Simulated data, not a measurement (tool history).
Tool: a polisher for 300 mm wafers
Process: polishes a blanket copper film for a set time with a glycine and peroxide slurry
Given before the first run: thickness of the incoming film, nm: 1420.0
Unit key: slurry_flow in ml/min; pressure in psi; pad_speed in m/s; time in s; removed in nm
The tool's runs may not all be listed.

run	hour	slurry_flow	pressure	pad_speed	time	removed
1	0	190	2	1.04	38	176.69
2	5.1	190	2.3	1.04	38	195.57
3	10.2	190	2.5	1.04	38	207.27
4	11.5	190	2.5	1.04	38	208.12
5	18.2	190	2.3	1.02	38	191
6	18.9	190	2.3	0.8	38	160.68
7	21.9	190	2.3	0.8	38	157.62
8	28.4	190	2.2	0.8	38	157.38
9	30.5	190	2.1	0.8	38	145.19

Run 10 has not been measured yet. What should we expect?
10	33.7	190	1.9	0.78	38	?

{"run 10": {"removed": 137.95}}

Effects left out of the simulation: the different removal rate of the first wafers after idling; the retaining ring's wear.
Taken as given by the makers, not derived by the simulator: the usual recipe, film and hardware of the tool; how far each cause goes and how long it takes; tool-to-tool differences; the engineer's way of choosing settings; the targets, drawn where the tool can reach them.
